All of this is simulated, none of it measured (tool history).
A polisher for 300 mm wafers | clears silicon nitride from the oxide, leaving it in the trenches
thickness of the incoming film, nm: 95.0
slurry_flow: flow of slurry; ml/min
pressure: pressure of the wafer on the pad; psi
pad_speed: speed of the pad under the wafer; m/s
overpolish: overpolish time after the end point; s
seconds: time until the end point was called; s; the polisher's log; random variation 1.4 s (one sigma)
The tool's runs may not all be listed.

Run 1, day 0.000: slurry_flow 120 ml/min, pressure 2.3 psi, pad_speed 1.06 m/s, overpolish 11 s. Result: seconds 138.42 s.
Run 2, day 0.246: slurry_flow 120 ml/min, pressure 2.3 psi, pad_speed 1.28 m/s, overpolish 11 s. Result: seconds 116.77 s.
Run 3, day 0.329: slurry_flow 120 ml/min, pressure 1.9 psi, pad_speed 1.28 m/s, overpolish 11 s. Result: seconds 138.53 s.
Run 4, day 0.575: slurry_flow 120 ml/min, pressure 2.0 psi, pad_speed 1.28 m/s, overpolish 11 s. Result: seconds 131.66 s.
Run 5, day 0.879: slurry_flow 120 ml/min, pressure 2.1 psi, pad_speed 1.28 m/s, overpolish 11 s. Result: seconds 129.43 s.
Run 6, day 0.921: slurry_flow 120 ml/min, pressure 2.1 psi, pad_speed 1.28 m/s, overpolish 11 s. Result: seconds 123.55 s.
Run 7, day 1.088: slurry_flow 120 ml/min, pressure 2.2 psi, pad_speed 1.28 m/s, overpolish 11 s. Result: seconds 120.14 s.
Run 8, day 1.442: slurry_flow 120 ml/min, pressure 2.3 psi, pad_speed 1.28 m/s, overpolish 11 s. Result: seconds 118.99 s.

Forecast run 9:
Run 9, day 1.754: slurry_flow 120 ml/min, pressure 2.4 psi, pad_speed 1.28 m/s, overpolish 11 s. Result: seconds ?.

seconds: 107.73 s
